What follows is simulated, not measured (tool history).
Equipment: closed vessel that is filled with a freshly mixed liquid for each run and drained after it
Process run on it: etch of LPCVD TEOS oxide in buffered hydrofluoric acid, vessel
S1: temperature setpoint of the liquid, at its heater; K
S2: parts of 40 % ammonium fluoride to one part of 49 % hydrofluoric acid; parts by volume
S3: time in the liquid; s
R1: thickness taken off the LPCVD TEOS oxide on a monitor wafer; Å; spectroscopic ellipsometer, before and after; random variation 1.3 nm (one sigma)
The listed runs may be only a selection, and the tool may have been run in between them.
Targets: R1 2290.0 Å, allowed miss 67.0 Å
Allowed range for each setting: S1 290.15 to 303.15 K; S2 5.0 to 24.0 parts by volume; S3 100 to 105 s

| run | hour | S1 | S2 | S3 | R1 |
|---|---|---|---|---|---|
| 1 | 0.0 | 295.15 | 14.5 | 100 | 1932.1 |
| 2 | 2.1 | 292.15 | 14.5 | 100 | 1619.5 |
| 3 | 3.3 | 293.15 | 14.5 | 100 | 1730.6 |
| 4 | 9.7 | 294.15 | 14.5 | 100 | 1825.1 |
| 5 | 11.5 | 291.15 | 14.5 | 100 | 1544.9 |
| 6 | 14.5 | 291.15 | 14.5 | 100 | 1533.6 |
| 7 | 15.6 | 292.15 | 14.5 | 100 | 1610.0 |
| 8 | 20.0 | 293.15 | 14.5 | 100 | 1701.6 |
| 9 | 28.3 | 294.15 | 14.5 | 100 | 1805.4 |
| 10 | 34.1 | 295.15 | 14.5 | 100 | 1908.6 |
| 11 | 37.1 | 295.65 | 14.5 | 100 | 1965.3 |
| 12 | 42.2 | 296.15 | 14.5 | 100 | 2020.2 |
| 13 | 50.1 | 296.65 | 14.5 | 100 | 2090.8 |
| 14 | 51.4 | 297.15 | 14.5 | 100 | 2131.9 |

Which single option among these 4 for the next run brings every result within its allowed miss of target? Just one does.
| A | 52.7 | 296.15 | 15.0 | 100 | ? |
| B | 52.7 | 298.65 | 17.0 | 100 | ? |
| C | 52.7 | 297.65 | 14.5 | 105 | ? |
| D | 52.7 | 297.15 | 15.5 | 100 | ? |

| move | R1 |
|---|---|
| A | 1935.7 |
| B | 1961.6 |
| C | 2281.0 |
| D | 1979.9 |
A: the biggest miss grows against the last run
B: the biggest miss grows against the last run
C: hits every target within its allowed miss
D: the biggest miss grows against the last run
Go with C: it meets all targets.
